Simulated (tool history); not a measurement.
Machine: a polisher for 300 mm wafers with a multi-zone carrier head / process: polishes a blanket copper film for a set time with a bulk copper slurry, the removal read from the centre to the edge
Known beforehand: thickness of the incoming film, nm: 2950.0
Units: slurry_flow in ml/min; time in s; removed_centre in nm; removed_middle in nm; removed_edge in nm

run 1 hour=0 | slurry_flow=190 centre_zone=1 middle_zone=1 edge_zone=1 slurry_solids=1 time=32 | removed_centre=353.52 removed_middle=355.31 removed_edge=359.13
run 2 hour=8.9 | slurry_flow=185 centre_zone=0.97 middle_zone=1.02 edge_zone=0.97 slurry_solids=0.9 time=31 | removed_centre=319.27 removed_middle=332.56 removed_edge=333.98
run 3 hour=15.9 | slurry_flow=185 centre_zone=0.97 middle_zone=1.02 edge_zone=0.97 slurry_solids=0.75 time=31 | removed_centre=299.28 removed_middle=315.94 removed_edge=304.42
run 4 hour=19.7 | slurry_flow=185 centre_zone=0.97 middle_zone=1.02 edge_zone=0.97 slurry_solids=0.75 time=26 | removed_centre=255.08 removed_middle=260.09 removed_edge=255.1
run 5 hour=26.8 | slurry_flow=205 centre_zone=0.97 middle_zone=1.02 edge_zone=0.97 slurry_solids=0.75 time=26 | removed_centre=251.21 removed_middle=268.6 removed_edge=259.62
run 6 hour=31.3 | slurry_flow=220 centre_zone=0.97 middle_zone=1.04 edge_zone=0.97 slurry_solids=0.75 time=26 | removed_centre=253.46 removed_middle=274.81 removed_edge=265.11
run 7 hour=34 | slurry_flow=230 centre_zone=0.96 middle_zone=1.07 edge_zone=0.96 slurry_solids=0.75 time=26 | removed_centre=245.95 removed_middle=281.05 removed_edge=264.25
run 8 hour=41.7 | slurry_flow=235 centre_zone=0.96 middle_zone=1.1 edge_zone=0.96 slurry_solids=0.75 time=26 | removed_centre=254.33 removed_middle=290.87 removed_edge=262.19
run 9 hour=48.5 | slurry_flow=245 centre_zone=0.95 middle_zone=1.11 edge_zone=0.97 slurry_solids=0.75 time=26 | removed_centre=254.2 removed_middle=292.82 removed_edge=264.99

Estimate the outcome of run 10 from the log above:
run 10 hour=52.1 | slurry_flow=250 centre_zone=0.93 middle_zone=1.12 edge_zone=0.97 slurry_solids=0.75 time=26 | removed_centre=? removed_middle=? removed_edge=?

removed_centre: 245.11 nm
removed_middle: 298.55 nm
removed_edge: 266.77 nm
